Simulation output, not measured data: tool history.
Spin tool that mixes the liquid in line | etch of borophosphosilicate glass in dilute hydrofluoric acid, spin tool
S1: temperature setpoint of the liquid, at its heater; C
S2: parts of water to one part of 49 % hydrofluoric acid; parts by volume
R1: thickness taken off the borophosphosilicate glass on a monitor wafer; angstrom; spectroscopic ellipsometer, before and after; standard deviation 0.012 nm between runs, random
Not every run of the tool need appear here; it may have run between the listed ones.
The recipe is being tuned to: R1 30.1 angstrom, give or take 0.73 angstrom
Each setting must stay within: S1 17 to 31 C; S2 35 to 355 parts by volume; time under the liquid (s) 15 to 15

Run 1, hour 0: S1 23 C, S2 195 parts by volume, time under the liquid (s) 15. Result: R1 42.477 angstrom.
Run 2, hour 4.8: S1 23 C, S2 165 parts by volume, time under the liquid (s) 15. Result: R1 51.803 angstrom.
Run 3, hour 9.9: S1 21.5 C, S2 180 parts by volume, time under the liquid (s) 15. Result: R1 44.182 angstrom.
Run 4, hour 16.3: S1 21.5 C, S2 215 parts by volume, time under the liquid (s) 15. Result: R1 35.904 angstrom.
Run 5, hour 25.3: S1 20.5 C, S2 215 parts by volume, time under the liquid (s) 15. Result: R1 34.298 angstrom.
Run 6, hour 32.3: S1 20.5 C, S2 215 parts by volume, time under the liquid (s) 15. Result: R1 34.217 angstrom.
Run 7, hour 38.2: S1 19.5 C, S2 215 parts by volume, time under the liquid (s) 15. Result: R1 33.105 angstrom.
Run 8, hour 44.5: S1 19.5 C, S2 215 parts by volume, time under the liquid (s) 15. Result: R1 33.106 angstrom.
Run 9, hour 48.8: S1 19.5 C, S2 215 parts by volume, time under the liquid (s) 15. Result: R1 33.011 angstrom.
Run 10, hour 53.5: S1 19 C, S2 215 parts by volume, time under the liquid (s) 15. Result: R1 32.532 angstrom.
Run 11, hour 60.5: S1 18.5 C, S2 215 parts by volume, time under the liquid (s) 15. Result: R1 31.966 angstrom.
Run 12, hour 62.2: S1 18 C, S2 215 parts by volume, time under the liquid (s) 15. Result: R1 31.468 angstrom.

Below are 5 possible settings for the next run. Only one of them brings all results inside the allowed miss of their targets. Which is it?
Run A, hour 63.9: S1 18.5 C, S2 215 parts by volume, time under the liquid (s) 15. Result: R1 ?.
Run B, hour 63.9: S1 17 C, S2 215 parts by volume, time under the liquid (s) 15. Result: R1 ?.
Run C, hour 63.9: S1 17 C, S2 205 parts by volume, time under the liquid (s) 15. Result: R1 ?.
Run D, hour 63.9: S1 17.5 C, S2 205 parts by volume, time under the liquid (s) 15. Result: R1 ?.
Run E, hour 63.9: S1 18 C, S2 205 parts by volume, time under the liquid (s) 15. Result: R1 ?.

move      R1
   A  31.719
   B  29.906
   C   31.65
   D  32.284
   E  32.927
A: the biggest miss grows against the last run
B: in spec on every target
C: the biggest miss grows against the last run
D: the biggest miss grows against the last run
E: the biggest miss grows against the last run
The right move is B.

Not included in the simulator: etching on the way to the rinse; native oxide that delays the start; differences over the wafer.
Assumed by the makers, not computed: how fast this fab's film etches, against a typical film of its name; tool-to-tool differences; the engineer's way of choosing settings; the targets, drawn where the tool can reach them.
